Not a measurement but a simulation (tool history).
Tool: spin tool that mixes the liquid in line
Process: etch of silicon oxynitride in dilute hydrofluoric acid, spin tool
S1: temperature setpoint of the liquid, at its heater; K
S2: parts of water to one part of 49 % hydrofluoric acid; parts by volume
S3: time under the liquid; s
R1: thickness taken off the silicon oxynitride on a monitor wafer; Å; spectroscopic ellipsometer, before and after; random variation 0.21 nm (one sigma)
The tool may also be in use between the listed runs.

run 1 hour=0.0 | S1=295.15 S2=75 S3=310 | R1=185.28
run 2 hour=1.7 | S1=295.15 S2=75 S3=330 | R1=200.31
run 3 hour=5.1 | S1=295.65 S2=75 S3=330 | R1=204.98
run 4 hour=8.3 | S1=298.65 S2=75 S3=330 | R1=236.78
run 5 hour=10.3 | S1=298.15 S2=75 S3=330 | R1=233.72
run 6 hour=18.5 | S1=295.15 S2=75 S3=330 | R1=198.84

Run 7 comes next. What will it give?
run 7 hour=24.3 | S1=295.65 S2=75 S3=330 | R1=?

R1: 206.14 Å
